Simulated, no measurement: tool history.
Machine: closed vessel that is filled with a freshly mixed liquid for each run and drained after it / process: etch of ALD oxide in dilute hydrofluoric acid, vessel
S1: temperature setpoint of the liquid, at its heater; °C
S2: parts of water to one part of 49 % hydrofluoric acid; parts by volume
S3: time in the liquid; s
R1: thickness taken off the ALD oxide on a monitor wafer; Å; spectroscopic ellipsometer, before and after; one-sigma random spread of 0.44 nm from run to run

run,hour,S1,S2,S3,R1
1,0,20,290,930,452.05
2,3.9,21,285,930,479.25
3,11.3,19.5,285,930,457.7
4,17,19.5,250,930,524.76
5,24.8,17.5,250,930,493.53
6,33.1,20,250,930,534.85
# hour 41.7: hydrofluoric acid flow meter replaced
7,41.7,20.5,250,930,483.08
8,45.6,20.5,230,930,533.25

What does the tool deliver on the next run?
9,52.7,20.5,220,930,?

{"run 9": {"R1": 564.29}}

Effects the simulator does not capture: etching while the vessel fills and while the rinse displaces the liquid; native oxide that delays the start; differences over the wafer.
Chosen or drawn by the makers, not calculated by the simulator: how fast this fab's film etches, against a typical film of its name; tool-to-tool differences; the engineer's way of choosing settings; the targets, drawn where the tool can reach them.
